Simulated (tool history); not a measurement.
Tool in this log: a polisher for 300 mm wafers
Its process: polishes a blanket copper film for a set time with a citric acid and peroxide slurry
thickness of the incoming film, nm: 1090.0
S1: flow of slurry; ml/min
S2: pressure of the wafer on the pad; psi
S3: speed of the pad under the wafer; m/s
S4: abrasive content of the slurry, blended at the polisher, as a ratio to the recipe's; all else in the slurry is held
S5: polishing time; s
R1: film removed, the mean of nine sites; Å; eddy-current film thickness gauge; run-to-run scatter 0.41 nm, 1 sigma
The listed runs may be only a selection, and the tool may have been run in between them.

{"run": 1, "hour": 0.0, "S1": 290, "S2": 3.3, "S3": 0.94, "S4": 1.0, "S5": 47, "R1": 1145.7}
{"run": 2, "hour": 4.7, "S1": 290, "S2": 2.9, "S3": 0.88, "S4": 1.0, "S5": 47, "R1": 941.74}
{"run": 3, "hour": 12.2, "S1": 290, "S2": 2.6, "S3": 0.84, "S4": 1.0, "S5": 47, "R1": 815.95}
{"run": 4, "hour": 15.5, "S1": 290, "S2": 2.6, "S3": 0.7, "S4": 1.0, "S5": 47, "R1": 692.62}
{"run": 5, "hour": 23.3, "S1": 290, "S2": 2.6, "S3": 0.8, "S4": 1.0, "S5": 47, "R1": 779.43}
{"run": 6, "hour": 29.6, "S1": 290, "S2": 2.4, "S3": 0.78, "S4": 1.0, "S5": 47, "R1": 717.63}
{"hour": 37.9, "done": "head pressure recalibrated"}
{"run": 7, "hour": 37.9, "S1": 290, "S2": 2.2, "S3": 0.76, "S4": 1.0, "S5": 47, "R1": 604.75}
{"run": 8, "hour": 42.9, "S1": 290, "S2": 2.1, "S3": 0.76, "S4": 1.0, "S5": 47, "R1": 578.47}
{"run": 9, "hour": 48.1, "S1": 290, "S2": 2.0, "S3": 0.76, "S4": 1.0, "S5": 47, "R1": 557.35}
{"run": 10, "hour": 51.2, "S1": 290, "S2": 1.9, "S3": 0.76, "S4": 1.0, "S5": 47, "R1": 526.19}

The next listed run, before its measurement:
{"run": 11, "hour": 52.6, "S1": 285, "S2": 1.7, "S3": 0.76, "S4": 1.0, "S5": 47, "R1": "?"}

R1: 472.27 Å
